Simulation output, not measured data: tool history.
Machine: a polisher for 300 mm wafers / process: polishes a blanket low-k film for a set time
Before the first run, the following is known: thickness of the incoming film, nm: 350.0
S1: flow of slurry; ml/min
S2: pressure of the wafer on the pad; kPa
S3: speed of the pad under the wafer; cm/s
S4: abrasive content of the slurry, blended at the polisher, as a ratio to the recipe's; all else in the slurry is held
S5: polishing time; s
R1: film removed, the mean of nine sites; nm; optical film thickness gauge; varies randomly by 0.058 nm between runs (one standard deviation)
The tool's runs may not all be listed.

| run | hour | S1 | S2 | S3 | S4 | S5 | R1 |
|---|---|---|---|---|---|---|---|
| 1 | 0 | 305 | 11 | 80 | 1 | 34 | 10.831 |
| 2 | 2.1 | 305 | 13.1 | 80 | 1 | 34 | 12.233 |
| 3 | 9.7 | 305 | 11.7 | 72 | 0.95 | 34 | 10.14 |
| 4 | 14.1 | 305 | 11.7 | 72 | 0.8 | 34 | 9.469 |
| 5 | 20.5 | 305 | 10.3 | 66 | 0.8 | 34 | 8.1342 |
| 6 | 23 | 305 | 9.7 | 62 | 0.8 | 34 | 7.2525 |
| 7 | 30.2 | 305 | 6.2 | 54 | 0.8 | 34 | 4.8386 |

For run 8, what comes out?
| 8 | 32.5 | 305 | 5.5 | 54 | 0.8 | 34 | ? |

R1: 4.4721 nm

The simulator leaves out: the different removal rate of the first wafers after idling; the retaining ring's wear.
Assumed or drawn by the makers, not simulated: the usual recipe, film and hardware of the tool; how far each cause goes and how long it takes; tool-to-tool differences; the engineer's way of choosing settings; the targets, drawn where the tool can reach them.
